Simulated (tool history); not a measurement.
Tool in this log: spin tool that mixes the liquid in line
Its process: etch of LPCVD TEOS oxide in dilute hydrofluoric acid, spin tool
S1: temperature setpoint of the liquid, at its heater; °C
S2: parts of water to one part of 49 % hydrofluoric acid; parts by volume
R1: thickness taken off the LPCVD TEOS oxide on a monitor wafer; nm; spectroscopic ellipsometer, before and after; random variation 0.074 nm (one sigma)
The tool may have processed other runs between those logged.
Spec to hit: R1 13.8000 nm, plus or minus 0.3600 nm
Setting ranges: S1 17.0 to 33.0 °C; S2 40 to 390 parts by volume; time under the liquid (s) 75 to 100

{"run": 1, "hour": 0.0, "S1": 25.0, "S2": 215, "time under the liquid (s)": 100, "R1": 7.4311}
{"run": 2, "hour": 2.9, "S1": 26.5, "S2": 215, "time under the liquid (s)": 100, "R1": 7.8349}
{"run": 3, "hour": 6.1, "S1": 26.5, "S2": 215, "time under the liquid (s)": 75, "R1": 5.8554}
{"run": 4, "hour": 12.1, "S1": 26.5, "S2": 150, "time under the liquid (s)": 75, "R1": 9.1202}
{"run": 5, "hour": 13.4, "S1": 26.5, "S2": 150, "time under the liquid (s)": 75, "R1": 9.0303}
{"run": 6, "hour": 18.4, "S1": 27.5, "S2": 135, "time under the liquid (s)": 75, "R1": 10.793}
{"run": 7, "hour": 26.6, "S1": 29.0, "S2": 135, "time under the liquid (s)": 75, "R1": 11.314}
{"run": 8, "hour": 33.4, "S1": 30.0, "S2": 135, "time under the liquid (s)": 75, "R1": 11.638}
{"run": 9, "hour": 37.1, "S1": 30.5, "S2": 130, "time under the liquid (s)": 75, "R1": 12.509}
{"run": 10, "hour": 41.9, "S1": 31.0, "S2": 130, "time under the liquid (s)": 75, "R1": 12.654}
{"run": 11, "hour": 44.7, "S1": 31.5, "S2": 130, "time under the liquid (s)": 75, "R1": 12.891}
{"run": 12, "hour": 47.3, "S1": 32.0, "S2": 130, "time under the liquid (s)": 75, "R1": 13.158}
{"run": 13, "hour": 51.5, "S1": 32.5, "S2": 130, "time under the liquid (s)": 75, "R1": 13.419}

Pick the move, out of 5, that brings all results within their allowed miss; only one does.
{"run": "A", "hour": 55.7, "S1": 30.5, "S2": 165, "time under the liquid (s)": 100, "R1": "?"}
{"run": "B", "hour": 55.7, "S1": 30.5, "S2": 140, "time under the liquid (s)": 90, "R1": "?"}
{"run": "C", "hour": 55.7, "S1": 30.0, "S2": 125, "time under the liquid (s)": 75, "R1": "?"}
{"run": "D", "hour": 55.7, "S1": 32.0, "S2": 135, "time under the liquid (s)": 75, "R1": "?"}
{"run": "E", "hour": 55.7, "S1": 32.0, "S2": 130, "time under the liquid (s)": 75, "R1": "?"}

move=A R1=12.5890
move=B R1=13.8010
move=C R1=12.9080
move=D R1=12.6730
move=E R1=13.2530
A: the biggest miss grows against the last run
B: meets every target
C: the biggest miss grows against the last run
D: the biggest miss grows against the last run
E: the biggest miss grows against the last run
The right move is B.
